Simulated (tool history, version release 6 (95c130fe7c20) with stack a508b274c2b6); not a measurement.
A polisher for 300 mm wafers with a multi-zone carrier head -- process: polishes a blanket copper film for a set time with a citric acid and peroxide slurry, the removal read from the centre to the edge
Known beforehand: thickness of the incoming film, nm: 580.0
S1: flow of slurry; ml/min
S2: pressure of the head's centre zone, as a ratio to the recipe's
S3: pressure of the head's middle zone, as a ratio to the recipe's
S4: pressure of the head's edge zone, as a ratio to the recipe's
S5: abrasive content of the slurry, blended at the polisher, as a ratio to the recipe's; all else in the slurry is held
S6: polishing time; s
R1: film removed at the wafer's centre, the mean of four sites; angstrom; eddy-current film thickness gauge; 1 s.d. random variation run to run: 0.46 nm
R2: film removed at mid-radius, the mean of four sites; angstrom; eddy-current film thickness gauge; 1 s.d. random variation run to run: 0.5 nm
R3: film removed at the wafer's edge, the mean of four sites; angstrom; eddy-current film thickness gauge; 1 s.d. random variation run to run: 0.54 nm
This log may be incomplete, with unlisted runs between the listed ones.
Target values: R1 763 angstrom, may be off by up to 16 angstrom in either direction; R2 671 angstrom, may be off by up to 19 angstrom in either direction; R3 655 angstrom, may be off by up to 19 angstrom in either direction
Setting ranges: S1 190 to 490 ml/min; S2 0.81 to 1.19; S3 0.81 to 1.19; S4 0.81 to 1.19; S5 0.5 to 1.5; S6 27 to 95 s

| run | hour | S1 | S2 | S3 | S4 | S5 | S6 | R1 | R2 | R3 |
|---|---|---|---|---|---|---|---|---|---|---|
| 1 | 0 | 315 | 1 | 1 | 1 | 1 | 61 | 921.34 | 924.61 | 929.32 |
| 2 | 2 | 320 | 1.02 | 0.98 | 0.95 | 0.85 | 58 | 854.3 | 825.79 | 831.13 |
| 3 | 7 | 320 | 1.04 | 0.97 | 0.91 | 0.75 | 56 | 800.58 | 753.54 | 746.32 |
| 4 | 8.7 | 320 | 0.97 | 0.97 | 0.91 | 0.75 | 56 | 760.55 | 763.64 | 754.58 |
| 5 | 14 | 310 | 1 | 0.96 | 0.88 | 0.7 | 56 | 760.72 | 736.42 | 702.27 |
| 6 | 15.8 | 290 | 1.01 | 0.94 | 0.87 | 0.7 | 56 | 757.45 | 714.38 | 703.08 |
| 7 | 19.8 | 280 | 1.02 | 0.93 | 0.85 | 0.7 | 56 | 762.73 | 706.89 | 710.47 |
| 8 | 22.8 | 280 | 1.02 | 0.93 | 0.85 | 0.7 | 56 | 760.51 | 702.77 | 691.11 |
| 9 | 27.2 | 275 | 1.03 | 0.92 | 0.84 | 0.7 | 56 | 766.86 | 707.32 | 688.79 |
| 10 | 30.8 | 270 | 1.04 | 0.91 | 0.83 | 0.7 | 56 | 768.18 | 697.37 | 691.36 |

Consider the 4 candidate settings below. Which is the only one whose results all fall within their allowed miss of target?
| A | 34.4 | 190 | 0.98 | 0.88 | 0.92 | 1 | 55 | ? | ? | ? |
| B | 34.4 | 255 | 0.97 | 0.96 | 0.84 | 0.75 | 58 | ? | ? | ? |
| C | 34.4 | 250 | 0.98 | 0.88 | 0.9 | 0.8 | 58 | ? | ? | ? |
| D | 34.4 | 255 | 1.08 | 0.91 | 0.81 | 0.8 | 52 | ? | ? | ? |

| move | R1 | R2 | R3 |
|---|---|---|---|
| A | 750.08 | 708.56 | 756.5 |
| B | 757.94 | 762.13 | 725.62 |
| C | 776.91 | 730.27 | 763.12 |
| D | 753 | 671.56 | 653.75 |
A: lands further from the targets than the last run did
B: lands further from the targets than the last run did
C: lands further from the targets than the last run did
D: every result within its allowed miss
Correct choice: D, which meets every target
